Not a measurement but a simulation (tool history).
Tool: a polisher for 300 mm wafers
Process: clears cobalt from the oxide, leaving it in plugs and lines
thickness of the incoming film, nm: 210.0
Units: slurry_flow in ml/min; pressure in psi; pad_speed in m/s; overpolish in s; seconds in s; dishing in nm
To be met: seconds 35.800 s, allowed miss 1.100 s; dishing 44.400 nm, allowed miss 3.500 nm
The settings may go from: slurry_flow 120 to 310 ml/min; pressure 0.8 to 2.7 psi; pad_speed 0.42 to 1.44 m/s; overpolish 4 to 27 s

run	day	slurry_flow	pressure	pad_speed	overpolish	seconds	dishing
1	0.000	200	1.7	0.92	14	59.139	33.674
2	0.308	205	1.9	0.92	14	54.149	35.102
3	0.338	205	1.9	1.02	14	49.906	34.392
4	0.375	205	1.9	1.02	12	49.651	32.857
5	0.471	255	1.9	1.02	12	48.774	34.211
6	0.792	255	2.1	1.02	13	45.914	35.552
7	1.017	255	2.3	1.04	14	41.571	39.674
8	1.329	255	2.4	1.04	14	40.184	41.230
9	1.638	265	2.6	1.04	14	36.934	41.363
10	1.904	265	2.6	1.04	15	36.964	42.344
11	1.962	265	2.6	1.04	16	37.482	44.268
12	2.046	265	2.6	1.04	16	37.473	43.184

4 next moves are on the table. One of them brings every result within its allowed miss. Which?
A	2.129	310	1.9	1.32	19	?	?
B	2.129	275	2.3	1.14	16	?	?
C	2.129	200	2.3	1.16	16	?	?
D	2.129	270	2.7	1.04	16	?	?

move	seconds	dishing
A	39.403	44.651
B	38.282	42.357
C	39.038	42.023
D	35.996	43.346
A: further off than the last run
B: further off than the last run
C: further off than the last run
D: meets every target
Move D is the one to make.

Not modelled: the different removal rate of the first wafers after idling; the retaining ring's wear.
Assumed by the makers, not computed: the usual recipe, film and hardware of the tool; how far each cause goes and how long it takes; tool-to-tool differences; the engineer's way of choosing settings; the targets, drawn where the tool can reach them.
